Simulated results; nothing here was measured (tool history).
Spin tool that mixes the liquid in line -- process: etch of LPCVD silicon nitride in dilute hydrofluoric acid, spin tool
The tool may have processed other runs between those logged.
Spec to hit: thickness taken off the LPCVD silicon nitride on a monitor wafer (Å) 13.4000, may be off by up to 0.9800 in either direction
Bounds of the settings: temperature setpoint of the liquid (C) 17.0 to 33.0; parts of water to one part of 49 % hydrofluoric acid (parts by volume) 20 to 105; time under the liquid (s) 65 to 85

run,hour,temperature setpoint of the liquid (C),parts of water to one part of 49 % hydrofluoric acid (parts by volume),time under the liquid (s),thickness taken off the LPCVD silicon nitride on a monitor wafer (Å)
1,0.0,25.0,55,85,5.8133
2,1.1,21.5,55,85,4.6014
3,7.4,23.0,50,85,5.6800
4,12.0,23.0,60,85,4.6175
5,15.8,24.0,55,85,5.4118
6,21.2,25.5,55,85,6.1060
7,26.7,26.5,55,85,6.6328
8,28.8,27.5,55,85,6.9435
9,34.0,28.0,55,85,7.0873
10,38.3,28.5,50,85,8.3751
11,44.9,29.0,50,85,8.5410
12,52.5,33.0,35,85,15.5830
13,53.0,33.0,35,85,15.4310
14,57.0,32.0,35,85,14.6200

4 candidate next runs follow, results not yet known. Just one meets every target within its allowed miss. Identify it.
A,61.0,30.0,25,80,?
B,61.0,33.0,35,75,?
C,61.0,30.5,25,80,?
D,61.0,30.5,25,85,?

move,thickness taken off the LPCVD silicon nitride on a monitor wafer (Å)
A,17.0520
B,14.0360
C,17.6280
D,18.7300
A: moves away from the targets compared with the last run
B: every result lands within tolerance
C: moves away from the targets compared with the last run
D: moves away from the targets compared with the last run
The right move is B.
